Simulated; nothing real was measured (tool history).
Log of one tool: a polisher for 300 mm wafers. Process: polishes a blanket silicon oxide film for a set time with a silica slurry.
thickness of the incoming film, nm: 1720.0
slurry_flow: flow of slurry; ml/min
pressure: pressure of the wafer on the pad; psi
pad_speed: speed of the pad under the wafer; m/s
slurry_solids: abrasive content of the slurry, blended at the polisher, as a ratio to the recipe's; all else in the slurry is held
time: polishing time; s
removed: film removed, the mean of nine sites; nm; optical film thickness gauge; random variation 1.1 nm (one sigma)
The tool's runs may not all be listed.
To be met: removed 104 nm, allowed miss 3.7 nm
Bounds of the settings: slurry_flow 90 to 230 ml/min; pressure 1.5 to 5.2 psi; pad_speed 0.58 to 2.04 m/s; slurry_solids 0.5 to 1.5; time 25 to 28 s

run 1 hour=0 | slurry_flow=150 pressure=3.3 pad_speed=1.3 slurry_solids=1 time=28 | removed=68.043
run 2 hour=8.5 | slurry_flow=150 pressure=3.3 pad_speed=1.3 slurry_solids=1 time=28 | removed=67.026
run 3 hour=10.7 | slurry_flow=155 pressure=3.7 pad_speed=1.3 slurry_solids=1 time=28 | removed=76.788
run 4 hour=16.1 | slurry_flow=160 pressure=4 pad_speed=1.3 slurry_solids=1 time=28 | removed=82.256
run 5 hour=24.8 | slurry_flow=160 pressure=3.7 pad_speed=1.3 slurry_solids=1 time=28 | removed=75.22
run 6 hour=26.8 | slurry_flow=160 pressure=4 pad_speed=1.3 slurry_solids=1 time=28 | removed=81.429
run 7 hour=31.8 | slurry_flow=160 pressure=4.3 pad_speed=1.3 slurry_solids=1 time=28 | removed=86.807
run 8 hour=37.7 | slurry_flow=165 pressure=4.5 pad_speed=1.3 slurry_solids=1 time=28 | removed=91.646
run 9 hour=43.4 | slurry_flow=165 pressure=4.7 pad_speed=1.3 slurry_solids=1 time=28 | removed=95.473
run 10 hour=51.2 | slurry_flow=165 pressure=4.8 pad_speed=1.3 slurry_solids=1 time=28 | removed=95.058
run 11 hour=59 | slurry_flow=165 pressure=4.8 pad_speed=1.3 slurry_solids=1 time=28 | removed=99.578
run 12 hour=66.5 | slurry_flow=165 pressure=4.9 pad_speed=1.3 slurry_solids=1 time=28 | removed=98.062

4 next moves are on the table. One of them brings every result within its allowed miss. Which?
run A hour=74 | slurry_flow=175 pressure=5.1 pad_speed=1.46 slurry_solids=1.05 time=28 | removed=?
run B hour=74 | slurry_flow=185 pressure=4.8 pad_speed=1.52 slurry_solids=1.25 time=25 | removed=?
run C hour=74 | slurry_flow=175 pressure=5 pad_speed=1.28 slurry_solids=1 time=27 | removed=?
run D hour=74 | slurry_flow=160 pressure=5.1 pad_speed=1.6 slurry_solids=1.1 time=26 | removed=?

move=A removed=113.93
move=B removed=106.12
move=C removed=98.071
move=D removed=112.34
A: takes the result that was furthest off past its target
B: meets every target
C: as far off as the last run
D: takes the result that was furthest off past its target
Move B is the one to make.
